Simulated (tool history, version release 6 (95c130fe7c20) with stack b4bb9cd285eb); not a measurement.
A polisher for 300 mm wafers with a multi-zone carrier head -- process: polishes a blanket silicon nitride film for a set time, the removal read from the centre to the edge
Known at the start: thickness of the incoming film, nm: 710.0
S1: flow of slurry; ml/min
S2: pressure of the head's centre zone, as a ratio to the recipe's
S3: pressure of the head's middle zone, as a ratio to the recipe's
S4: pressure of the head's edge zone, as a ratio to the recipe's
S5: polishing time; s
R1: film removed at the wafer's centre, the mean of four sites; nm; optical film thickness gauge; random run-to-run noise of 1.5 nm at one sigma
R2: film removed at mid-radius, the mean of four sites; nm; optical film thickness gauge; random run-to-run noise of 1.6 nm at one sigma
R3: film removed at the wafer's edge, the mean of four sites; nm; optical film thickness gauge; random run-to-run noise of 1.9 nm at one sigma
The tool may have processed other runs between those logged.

run  hour   S1    S2    S3    S4  S5      R1      R2      R3
  1     0  245     1     1     1  77  132.26  136.81  129.46
  2   5.3  245     1     1  1.07  77  135.37  139.03  140.22
  3   7.6  270     1     1  1.07  77  137.54  139.79  137.64
  4  13.1  310     1     1  1.07  77  138.71  139.85   138.3
  5  17.6  305  1.02  1.02  1.09  80  143.99  147.16  144.85
  6  23.7  340  1.02  1.02  1.09  80  147.19  148.19  148.09
  7  28.4  340  1.04  1.04  1.11  82  152.65  156.17  154.05
  8    31  340  1.07  1.06  1.12  83  160.77  159.18  153.47
  9  38.4  340  1.07  1.06  1.12  83  162.63  161.72  154.82

The next listed run, before its measurement:
 10  43.8  340  1.07  1.07  1.13  84   ?   ?   ?

R1: 161.55 nm
R2: 163.42 nm
R3: 157 nm

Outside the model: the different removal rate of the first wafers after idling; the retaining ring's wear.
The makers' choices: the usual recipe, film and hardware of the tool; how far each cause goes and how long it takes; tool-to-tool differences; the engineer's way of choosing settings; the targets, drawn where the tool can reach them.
